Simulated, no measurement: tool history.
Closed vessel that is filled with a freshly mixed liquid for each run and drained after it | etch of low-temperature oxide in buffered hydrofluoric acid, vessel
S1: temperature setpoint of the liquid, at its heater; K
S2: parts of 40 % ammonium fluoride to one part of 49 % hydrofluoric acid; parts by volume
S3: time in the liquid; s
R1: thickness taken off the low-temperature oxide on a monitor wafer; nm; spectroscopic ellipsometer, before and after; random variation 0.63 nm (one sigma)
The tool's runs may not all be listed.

| run | day | S1 | S2 | S3 | R1 |
|---|---|---|---|---|---|
| 1 | 0 | 295.15 | 12.5 | 30 | 62.05 |
| 2 | 0.288 | 295.15 | 15 | 30 | 51.942 |
| 3 | 0.312 | 295.15 | 18 | 30 | 43.483 |
| 4 | 0.479 | 297.15 | 15.5 | 30 | 56.461 |
| 5 | 0.804 | 297.15 | 15.5 | 30 | 56.107 |
| 6 | 1.012 | 297.15 | 15.5 | 30 | 56.191 |
| 7 | 1.162 | 298.65 | 13.5 | 30 | 70.09 |
| 8 | 1.304 | 300.15 | 12.5 | 30 | 81.788 |
| 9 | 1.6 | 301.15 | 11.5 | 30 | 92.255 |
| 10 | 1.875 | 301.15 | 11.5 | 30 | 93.236 |

Run 11 comes next. What will it give?
| 11 | 1.921 | 301.65 | 11 | 30 | ? |

{"run 11": {"R1": 100.3}}

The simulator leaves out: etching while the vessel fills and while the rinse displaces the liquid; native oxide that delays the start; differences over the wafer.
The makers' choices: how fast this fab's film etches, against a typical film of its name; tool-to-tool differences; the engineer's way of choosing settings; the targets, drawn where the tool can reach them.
